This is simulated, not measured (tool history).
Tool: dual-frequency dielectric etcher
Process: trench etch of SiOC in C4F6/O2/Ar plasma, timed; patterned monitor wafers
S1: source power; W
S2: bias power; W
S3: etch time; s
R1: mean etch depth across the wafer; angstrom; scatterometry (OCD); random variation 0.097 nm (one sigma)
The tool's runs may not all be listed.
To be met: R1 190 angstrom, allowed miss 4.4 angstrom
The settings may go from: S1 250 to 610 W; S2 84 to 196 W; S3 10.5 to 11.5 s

run  hour   S1   S2    S3      R1
  1     0  430  140  11.5  240.49
  2   8.3  460  140  11.5  254.11
  3  16.5  400  137  11.5  230.53
  4  20.8  400  128  11.5  224.65
  5  25.5  450  128  11.5  240.27
  6  27.2  400  125  11.5  220.06
  7  32.3  370  124  11.5   209.6
  8    37  350  123  11.5  196.99
  9  40.4  340  123  11.5  195.11

4 next moves are on the table. One of them brings every result within its allowed miss. Which?
  A  43.8  390  109  11.5   ?
  B  43.8  400  126  10.5   ?
  C  43.8  370   98  11.5   ?
  D  43.8  370  126    11   ?

move      R1
   A  206.19
   B  203.59
   C  189.78
   D  202.18
A: further off than the last run
B: further off than the last run
C: meets every target
D: further off than the last run
The right move is C.
